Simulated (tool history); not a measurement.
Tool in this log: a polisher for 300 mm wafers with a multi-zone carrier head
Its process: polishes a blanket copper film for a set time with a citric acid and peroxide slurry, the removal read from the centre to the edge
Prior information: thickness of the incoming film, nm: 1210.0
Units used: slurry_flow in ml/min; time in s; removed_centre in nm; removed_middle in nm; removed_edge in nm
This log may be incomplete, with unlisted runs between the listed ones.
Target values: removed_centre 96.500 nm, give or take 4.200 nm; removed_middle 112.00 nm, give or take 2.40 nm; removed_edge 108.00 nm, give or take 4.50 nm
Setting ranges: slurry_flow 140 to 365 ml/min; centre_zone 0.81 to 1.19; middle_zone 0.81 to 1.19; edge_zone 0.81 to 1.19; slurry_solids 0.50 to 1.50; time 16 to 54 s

Run 1, hour 0.0: slurry_flow 235 ml/min, centre_zone 1.00, middle_zone 1.00, edge_zone 1.00, slurry_solids 1.00, time 35 s. Result: removed_centre 131.140 nm, removed_middle 130.21 nm, removed_edge 129.55 nm.
Run 2, hour 6.6: slurry_flow 235 ml/min, centre_zone 1.00, middle_zone 1.00, edge_zone 1.00, slurry_solids 0.80, time 35 s. Result: removed_centre 120.210 nm, removed_middle 127.30 nm, removed_edge 122.29 nm.
Run 3, hour 13.8: slurry_flow 225 ml/min, centre_zone 0.97, middle_zone 0.97, edge_zone 0.97, slurry_solids 0.75, time 35 s. Result: removed_centre 116.590 nm, removed_middle 120.92 nm, removed_edge 121.90 nm.
Run 4, hour 17.6: slurry_flow 225 ml/min, centre_zone 0.97, middle_zone 0.97, edge_zone 0.97, slurry_solids 0.60, time 35 s. Result: removed_centre 110.870 nm, removed_middle 115.90 nm, removed_edge 111.69 nm.
Run 5, hour 22.2: slurry_flow 225 ml/min, centre_zone 0.97, middle_zone 0.97, edge_zone 0.92, slurry_solids 0.60, time 35 s. Result: removed_centre 112.810 nm, removed_middle 117.31 nm, removed_edge 112.75 nm.
Run 6, hour 31.2: slurry_flow 215 ml/min, centre_zone 0.94, middle_zone 0.97, edge_zone 0.93, slurry_solids 0.55, time 35 s. Result: removed_centre 107.160 nm, removed_middle 114.02 nm, removed_edge 108.76 nm.
Run 7, hour 35.0: slurry_flow 205 ml/min, centre_zone 0.91, middle_zone 0.97, edge_zone 0.94, slurry_solids 0.55, time 35 s. Result: removed_centre 99.984 nm, removed_middle 111.65 nm, removed_edge 111.14 nm.
Run 8, hour 39.2: slurry_flow 205 ml/min, centre_zone 0.91, middle_zone 0.98, edge_zone 0.94, slurry_solids 0.55, time 35 s. Result: removed_centre 101.570 nm, removed_middle 113.22 nm, removed_edge 109.95 nm.

Next run, 4 choices. One meets every target within its allowed miss, the rest don't. Which?
Run A, hour 43.4: slurry_flow 175 ml/min, centre_zone 0.98, middle_zone 0.98, edge_zone 0.94, slurry_solids 0.55, time 37 s. Result: removed_centre ?, removed_middle ?, removed_edge ?.
Run B, hour 43.4: slurry_flow 205 ml/min, centre_zone 0.95, middle_zone 1.00, edge_zone 0.91, slurry_solids 0.50, time 35 s. Result: removed_centre ?, removed_middle ?, removed_edge ?.
Run C, hour 43.4: slurry_flow 260 ml/min, centre_zone 0.84, middle_zone 0.89, edge_zone 0.95, slurry_solids 0.90, time 33 s. Result: removed_centre ?, removed_middle ?, removed_edge ?.
Run D, hour 43.4: slurry_flow 200 ml/min, centre_zone 0.88, middle_zone 0.99, edge_zone 0.94, slurry_solids 0.50, time 35 s. Result: removed_centre ?, removed_middle ?, removed_edge ?.

move  removed_centre  removed_middle  removed_edge
   A         109.100          115.93        115.07
   B         102.920          114.17        108.46
   C          99.804          113.19        119.52
   D          94.671          112.62        109.69
A: lands further from the targets than the last run did
B: lands further from the targets than the last run did
C: meets the target for the result that was furthest off, but another lies outside its allowed miss
D: every result lands within tolerance
Move D is the one to make.
